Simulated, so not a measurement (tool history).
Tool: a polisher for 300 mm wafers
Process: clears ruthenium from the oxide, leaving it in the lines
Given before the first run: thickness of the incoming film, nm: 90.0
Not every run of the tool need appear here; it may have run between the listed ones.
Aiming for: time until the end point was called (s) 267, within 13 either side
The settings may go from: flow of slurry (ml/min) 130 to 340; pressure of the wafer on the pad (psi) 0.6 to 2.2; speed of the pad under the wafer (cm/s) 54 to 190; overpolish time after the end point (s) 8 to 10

run,day,flow of slurry (ml/min),pressure of the wafer on the pad (psi),speed of the pad under the wafer (cm/s),overpolish time after the end point (s),time until the end point was called (s)
1,0,220,1.4,122,10,100.89
2,0.329,220,1.4,122,8,101.68
3,0.592,220,1.3,118,8,112.23
4,0.958,220,1.3,134,8,99.202
5,1.325,220,1.2,134,8,105.73
6,1.5,220,1.1,128,8,122.25
7,1.592,220,1,124,8,136.32
8,1.85,210,0.6,90,8,295.03

Which single option among these 5 for the next run brings every result within its allowed miss of target? Just one does.
A,2.108,260,0.6,98,10,?
B,2.108,205,0.7,74,8,?
C,2.108,195,0.7,72,10,?
D,2.108,220,0.6,78,10,?
E,2.108,175,0.6,90,8,?

move,time until the end point was called (s)
A,269.04
B,317
C,327.78
D,341.66
E,308.47
A: all results in spec
B: its largest miss is bigger than the last run's
C: its largest miss is bigger than the last run's
D: its largest miss is bigger than the last run's
E: its largest miss is bigger than the last run's
The move that meets every target is A.
